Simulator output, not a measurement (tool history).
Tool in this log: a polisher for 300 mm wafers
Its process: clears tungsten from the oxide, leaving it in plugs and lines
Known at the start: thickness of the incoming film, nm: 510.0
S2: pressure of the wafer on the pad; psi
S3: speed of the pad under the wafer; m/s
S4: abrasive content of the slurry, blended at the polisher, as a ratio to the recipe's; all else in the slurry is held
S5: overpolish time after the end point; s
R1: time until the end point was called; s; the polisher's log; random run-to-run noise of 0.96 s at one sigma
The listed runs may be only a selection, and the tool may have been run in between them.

Run 1, hour 0.0: flow of slurry (ml/min) 315, S2 3.9 psi, S3 1.20 m/s, S4 1.0, S5 41 s. Result: R1 128.500 s.
Run 2, hour 3.2: flow of slurry (ml/min) 315, S2 4.4 psi, S3 1.20 m/s, S4 1.0, S5 41 s. Result: R1 115.060 s.
Run 3, hour 8.8: flow of slurry (ml/min) 315, S2 4.8 psi, S3 1.30 m/s, S4 1.0, S5 41 s. Result: R1 100.390 s.
Run 4, hour 16.7: flow of slurry (ml/min) 315, S2 4.8 psi, S3 1.30 m/s, S4 1.0, S5 41 s. Result: R1 99.954 s.
Run 5, hour 22.9: flow of slurry (ml/min) 320, S2 5.1 psi, S3 1.40 m/s, S4 1.0, S5 41 s. Result: R1 86.101 s.
Run 6, hour 26.1: flow of slurry (ml/min) 320, S2 5.1 psi, S3 1.40 m/s, S4 0.9, S5 41 s. Result: R1 86.837 s.
Run 7, hour 26.9: flow of slurry (ml/min) 320, S2 5.3 psi, S3 1.46 m/s, S4 0.9, S5 41 s. Result: R1 81.086 s.

Run 8 is up next; what results do you expect?
At hour 35.4: slurry tank refilled with fresh slurry and peroxide.
Run 8, hour 35.4: flow of slurry (ml/min) 320, S2 5.5 psi, S3 1.52 m/s, S4 0.9, S5 41 s. Result: R1 ?.

For run 8 the tool returned R1 63.133 s.
